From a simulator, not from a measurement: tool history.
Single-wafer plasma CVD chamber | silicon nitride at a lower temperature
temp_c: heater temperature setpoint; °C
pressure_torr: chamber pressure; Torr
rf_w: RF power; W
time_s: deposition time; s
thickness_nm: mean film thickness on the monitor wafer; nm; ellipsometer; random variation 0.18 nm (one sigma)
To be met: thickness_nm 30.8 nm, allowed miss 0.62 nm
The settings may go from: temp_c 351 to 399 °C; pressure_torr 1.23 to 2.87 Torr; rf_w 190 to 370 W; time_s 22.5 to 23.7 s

{"run": 1, "day": 0.0, "temp_c": 375, "pressure_torr": 2.05, "rf_w": 280, "time_s": 23.7, "thickness_nm": 28.095}
{"run": 2, "day": 0.346, "temp_c": 375, "pressure_torr": 2.12, "rf_w": 280, "time_s": 23.7, "thickness_nm": 28.036}
{"run": 3, "day": 0.675, "temp_c": 375, "pressure_torr": 2.17, "rf_w": 285, "time_s": 23.7, "thickness_nm": 29.103}
{"run": 4, "day": 0.921, "temp_c": 375, "pressure_torr": 2.17, "rf_w": 320, "time_s": 23.7, "thickness_nm": 32.031}
{"run": 5, "day": 0.992, "temp_c": 375, "pressure_torr": 2.17, "rf_w": 345, "time_s": 23.7, "thickness_nm": 33.871}
{"run": 6, "day": 1.171, "temp_c": 375, "pressure_torr": 2.1, "rf_w": 345, "time_s": 23.7, "thickness_nm": 33.571}
{"run": 7, "day": 1.254, "temp_c": 375, "pressure_torr": 2.04, "rf_w": 345, "time_s": 23.7, "thickness_nm": 32.962}
{"run": 8, "day": 1.338, "temp_c": 375, "pressure_torr": 2, "rf_w": 345, "time_s": 23.7, "thickness_nm": 32.695}
{"run": 9, "day": 1.471, "temp_c": 375, "pressure_torr": 1.96, "rf_w": 345, "time_s": 23.7, "thickness_nm": 32.557}
{"run": 10, "day": 1.804, "temp_c": 375, "pressure_torr": 1.92, "rf_w": 345, "time_s": 23.7, "thickness_nm": 32.352}
{"run": 11, "day": 2.104, "temp_c": 375, "pressure_torr": 1.89, "rf_w": 345, "time_s": 23.7, "thickness_nm": 32.051}
{"run": 12, "day": 2.342, "temp_c": 375, "pressure_torr": 1.87, "rf_w": 345, "time_s": 23.7, "thickness_nm": 31.864}
{"run": 13, "day": 2.388, "temp_c": 375, "pressure_torr": 1.85, "rf_w": 345, "time_s": 23.7, "thickness_nm": 31.55}
{"run": 14, "day": 2.642, "temp_c": 375, "pressure_torr": 1.84, "rf_w": 345, "time_s": 23.7, "thickness_nm": 31.93}
{"run": 15, "day": 2.971, "temp_c": 375, "pressure_torr": 1.82, "rf_w": 345, "time_s": 23.7, "thickness_nm": 31.958}

Which of these 4 next moves meets every target?
{"run": "A", "day": 3.3, "temp_c": 389, "pressure_torr": 2.18, "rf_w": 325, "time_s": 23.7, "thickness_nm": "?"}
{"run": "B", "day": 3.3, "temp_c": 363, "pressure_torr": 1.62, "rf_w": 355, "time_s": 23.7, "thickness_nm": "?"}
{"run": "C", "day": 3.3, "temp_c": 376, "pressure_torr": 1.97, "rf_w": 345, "time_s": 23.7, "thickness_nm": "?"}
{"run": "D", "day": 3.3, "temp_c": 382, "pressure_torr": 1.81, "rf_w": 365, "time_s": 23.2, "thickness_nm": "?"}

move=A thickness_nm=31.987
move=B thickness_nm=30.836
move=C thickness_nm=32.485
move=D thickness_nm=32.013
A: as far off as the last run
B: meets every target
C: further off than the last run
D: as far off as the last run
Answer: B

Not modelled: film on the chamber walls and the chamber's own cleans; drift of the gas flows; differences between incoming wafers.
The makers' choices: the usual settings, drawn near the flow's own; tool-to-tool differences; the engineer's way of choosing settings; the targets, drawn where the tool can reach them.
